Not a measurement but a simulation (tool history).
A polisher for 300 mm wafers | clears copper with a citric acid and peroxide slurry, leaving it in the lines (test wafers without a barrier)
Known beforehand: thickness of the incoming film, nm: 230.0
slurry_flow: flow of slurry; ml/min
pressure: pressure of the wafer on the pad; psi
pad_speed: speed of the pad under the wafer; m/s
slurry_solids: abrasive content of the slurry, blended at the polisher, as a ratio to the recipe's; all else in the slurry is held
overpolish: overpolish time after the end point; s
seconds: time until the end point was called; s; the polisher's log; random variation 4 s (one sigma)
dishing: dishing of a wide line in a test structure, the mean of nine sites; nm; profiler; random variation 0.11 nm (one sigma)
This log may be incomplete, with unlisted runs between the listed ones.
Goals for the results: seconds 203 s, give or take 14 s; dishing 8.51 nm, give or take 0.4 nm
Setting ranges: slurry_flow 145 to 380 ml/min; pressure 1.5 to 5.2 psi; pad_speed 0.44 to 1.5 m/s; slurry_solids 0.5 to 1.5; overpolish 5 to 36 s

run,hour,slurry_flow,pressure,pad_speed,slurry_solids,overpolish,seconds,dishing
1,0,245,3.3,0.96,1,18,126.56,17.569
2,2,245,3.3,0.96,1.2,18,123.08,18.201
3,4.5,245,4.1,0.96,1.2,18,98.594,20.743
4,5.8,245,4.1,0.96,1.1,18,101.44,20.708
5,13,245,4.1,0.96,1.25,18,98.492,20.685
6,16.9,245,3.8,0.9,1.25,16,108.71,17.915
7,18.1,245,3.5,0.84,1.25,15,119.58,16.002
8,21.7,245,3.5,0.84,1.25,15,123.36,16.109
9,24,245,3.3,0.8,1.25,13,131.63,13.257
10,31.3,245,2.3,0.76,1.25,13,196.55,9.9902
11,38.8,245,2.3,0.76,1.25,12,205.74,9.4293
12,47.4,245,2.4,0.76,1.25,8,189.86,6.9628
13,49.8,245,2.4,0.74,1.25,8,194.58,6.6897
14,58.4,245,2.4,0.72,1.3,8,198.83,6.6731
15,60.5,245,2.4,0.72,1.3,9,185.93,7.4404
16,61.9,240,2.4,0.72,1.25,10,194.23,8.0306

Which single option among these 4 for the next run brings every result within its allowed miss of target? Just one does.
A,63.3,225,2.4,0.68,1.2,11,?,?
B,63.3,190,2,0.8,1.25,15,?,?
C,63.3,220,1.7,0.86,1.25,16,?,?
D,63.3,275,3.2,0.48,1.3,8,?,?

move,seconds,dishing
A,198.6,8.3618
B,219.77,9.8962
C,240.56,9.6524
D,172.41,7.2142
A: meets every target
B: the result that was furthest off in the last run now lies on the other side of its target
C: the result that was furthest off in the last run now lies on the other side of its target
D: the biggest miss grows against the last run
A meets every target.
